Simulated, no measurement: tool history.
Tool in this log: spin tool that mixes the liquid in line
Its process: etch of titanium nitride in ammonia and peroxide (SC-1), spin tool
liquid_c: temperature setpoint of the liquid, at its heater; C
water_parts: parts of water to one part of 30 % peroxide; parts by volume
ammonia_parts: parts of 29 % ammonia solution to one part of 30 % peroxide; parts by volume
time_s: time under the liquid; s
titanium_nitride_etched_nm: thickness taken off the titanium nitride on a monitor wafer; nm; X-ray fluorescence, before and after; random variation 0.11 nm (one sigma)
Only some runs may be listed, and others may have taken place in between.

run  hour  liquid_c  water_parts  ammonia_parts  time_s  titanium_nitride_etched_nm
  1   0.0      62.0          9.5           0.65      95                      8.5418
  2   1.7      57.5          9.5           0.65      95                      6.4768
  3   3.0      54.0          9.5           0.65      95                      4.9456
  4   8.7      55.5          9.5           0.65      95                      5.5017
  5  11.1      56.5          9.5           0.65      95                      5.9205
  6  19.7      53.5          9.5           0.65      95                      4.8143
  7  26.6      55.0          9.5           0.65      95                      5.3416
  8  32.4      56.5          9.5           0.65      95                      5.9483

What will run 9 give?
  9  38.8      57.5          9.5           0.65      95                           ?

Run 9 measured titanium_nitride_etched_nm 6.3596 nm.
